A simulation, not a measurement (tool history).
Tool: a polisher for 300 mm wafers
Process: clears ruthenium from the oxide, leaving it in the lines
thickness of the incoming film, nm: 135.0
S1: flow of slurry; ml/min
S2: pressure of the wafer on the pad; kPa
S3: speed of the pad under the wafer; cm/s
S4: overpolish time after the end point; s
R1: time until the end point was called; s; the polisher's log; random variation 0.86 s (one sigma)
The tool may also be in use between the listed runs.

run 1 day=0.000 | S1=145 S2=15.2 S3=88 S4=30 | R1=112.35
run 2 day=0.108 | S1=150 S2=15.9 S3=88 S4=30 | R1=106.34
run 3 day=0.246 | S1=150 S2=12.4 S3=88 S4=30 | R1=133.53
run 4 day=0.338 | S1=155 S2=13.1 S3=88 S4=30 | R1=127.78
run 5 day=0.496 | S1=155 S2=13.1 S3=72 S4=30 | R1=154.39
run 6 day=0.688 | S1=185 S2=13.1 S3=72 S4=30 | R1=148.67
run 7 day=1.029 | S1=185 S2=14.5 S3=72 S4=30 | R1=137.31

Run 8 comes next. What will it give?
run 8 day=1.088 | S1=185 S2=15.9 S3=72 S4=30 | R1=?

Run 8 gave R1 127.40 s.
